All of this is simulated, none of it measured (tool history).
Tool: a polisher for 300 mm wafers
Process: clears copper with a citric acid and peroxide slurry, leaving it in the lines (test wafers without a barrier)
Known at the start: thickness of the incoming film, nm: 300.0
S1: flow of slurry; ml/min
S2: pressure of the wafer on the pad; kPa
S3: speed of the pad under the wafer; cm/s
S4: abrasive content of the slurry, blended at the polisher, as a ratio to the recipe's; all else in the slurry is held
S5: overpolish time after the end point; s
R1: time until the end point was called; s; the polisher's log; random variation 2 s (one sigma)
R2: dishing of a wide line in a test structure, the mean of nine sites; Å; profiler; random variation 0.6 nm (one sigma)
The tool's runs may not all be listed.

run    day   S1    S2   S3    S4  S5      R1      R2
  1  0.000  235  17.9  128  1.00  18  137.76  219.08
  2  0.288  235  17.9  128  0.85  18  143.81  218.82
  3  0.329  230  16.5  128  0.85  20  153.08  224.35
  4  0.438  230  15.2  128  0.85  22  170.19  234.41
  5  0.554  230  17.9  128  0.85  22  144.47  262.00
  6  0.742  230  17.9  156  0.85  22  125.04  289.19

Forecast run 7:
  7  0.792  225  13.1  152  0.85  28   ?   ?

Run 7 gave R1 171.64 s, R2 276.93 Å.
